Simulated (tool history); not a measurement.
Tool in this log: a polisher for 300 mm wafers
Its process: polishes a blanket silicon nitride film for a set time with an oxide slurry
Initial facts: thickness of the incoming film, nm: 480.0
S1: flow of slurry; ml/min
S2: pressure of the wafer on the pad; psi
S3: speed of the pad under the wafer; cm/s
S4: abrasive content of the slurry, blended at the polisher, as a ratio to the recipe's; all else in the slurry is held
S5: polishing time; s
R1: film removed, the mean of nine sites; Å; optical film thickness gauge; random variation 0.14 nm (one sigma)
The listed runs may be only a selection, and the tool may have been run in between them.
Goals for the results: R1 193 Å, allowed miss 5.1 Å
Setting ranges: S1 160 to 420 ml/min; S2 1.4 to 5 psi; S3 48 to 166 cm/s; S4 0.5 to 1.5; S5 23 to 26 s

{"run": 1, "hour": 0.0, "S1": 270, "S2": 3.2, "S3": 106, "S4": 1, "S5": 26, "R1": 169.92}
{"run": 2, "hour": 0.6, "S1": 235, "S2": 3.2, "S3": 106, "S4": 1, "S5": 26, "R1": 164.18}
{"run": 3, "hour": 2.1, "S1": 235, "S2": 2.4, "S3": 106, "S4": 1, "S5": 26, "R1": 127.29}
{"run": 4, "hour": 5.8, "S1": 185, "S2": 2.4, "S3": 106, "S4": 1, "S5": 26, "R1": 123.4}
{"run": 5, "hour": 6.8, "S1": 185, "S2": 2.4, "S3": 122, "S4": 1, "S5": 26, "R1": 139.86}
{"run": 6, "hour": 12.1, "S1": 185, "S2": 2.4, "S3": 122, "S4": 0.9, "S5": 26, "R1": 134.54}
{"run": 7, "hour": 16.1, "S1": 210, "S2": 3.3, "S3": 124, "S4": 0.9, "S5": 26, "R1": 180.92}
{"run": 8, "hour": 24.0, "S1": 225, "S2": 3.3, "S3": 124, "S4": 0.9, "S5": 26, "R1": 181.99}
{"run": 9, "hour": 31.0, "S1": 235, "S2": 3.3, "S3": 124, "S4": 0.9, "S5": 26, "R1": 181.14}
{"run": 10, "hour": 35.4, "S1": 240, "S2": 3.4, "S3": 124, "S4": 0.9, "S5": 26, "R1": 185.25}

4 next moves are on the table. One of them brings every result within its allowed miss. Which?
{"run": "A", "hour": 39.8, "S1": 240, "S2": 3.4, "S3": 116, "S4": 0.85, "S5": 26, "R1": "?"}
{"run": "B", "hour": 39.8, "S1": 265, "S2": 3.2, "S3": 134, "S4": 0.9, "S5": 26, "R1": "?"}
{"run": "C", "hour": 39.8, "S1": 200, "S2": 3.5, "S3": 132, "S4": 0.85, "S5": 24, "R1": "?"}
{"run": "D", "hour": 39.8, "S1": 230, "S2": 3.4, "S3": 116, "S4": 0.9, "S5": 26, "R1": "?"}

move=A R1=171.95
move=B R1=190.25
move=C R1=177.43
move=D R1=176.69
A: lands further from the targets than the last run did
B: in spec on every target
C: lands further from the targets than the last run did
D: lands further from the targets than the last run did
Move B is the one to make.
